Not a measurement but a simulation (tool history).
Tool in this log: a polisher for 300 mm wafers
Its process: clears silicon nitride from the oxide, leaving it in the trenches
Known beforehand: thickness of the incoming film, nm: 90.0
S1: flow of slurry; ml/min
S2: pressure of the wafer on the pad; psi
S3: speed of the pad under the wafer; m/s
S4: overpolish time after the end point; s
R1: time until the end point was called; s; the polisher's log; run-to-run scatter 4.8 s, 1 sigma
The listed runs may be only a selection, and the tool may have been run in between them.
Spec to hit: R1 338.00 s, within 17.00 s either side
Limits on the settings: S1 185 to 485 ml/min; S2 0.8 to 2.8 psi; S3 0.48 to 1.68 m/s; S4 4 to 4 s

run    day   S1   S2    S3  S4      R1
  1  0.000  310  1.8  1.08   4  124.22
  2  0.054  310  1.8  1.08   4  128.38
  3  0.283  305  1.5  0.96   4  168.33
  4  0.496  305  1.3  0.88   4  210.57
  5  0.671  345  1.3  0.88   4  201.39
  6  0.975  345  1.3  0.88   4  210.53
  7  1.083  345  1.2  0.84   4  240.68
  8  1.204  345  1.2  0.84   4  229.43
  9  1.333  345  1.1  0.80   4  260.59
 10  1.450  345  1.0  0.78   4  297.73

Of the 4 settings listed for the next run, only one would bring every result within its allowed miss of target. Which one?
  A  1.567  340  0.8  0.74   4   ?
  B  1.567  370  0.9  0.68   4   ?
  C  1.567  375  0.9  0.66   4   ?
  D  1.567  385  1.1  0.62   4   ?

move      R1
   A  384.28
   B  370.44
   C  380.73
   D  333.45
A: carries the result that was furthest off beyond its target, to the other side
B: carries the result that was furthest off beyond its target, to the other side
C: carries the result that was furthest off beyond its target, to the other side
D: every result within its allowed miss
Correct choice: D, which meets every target
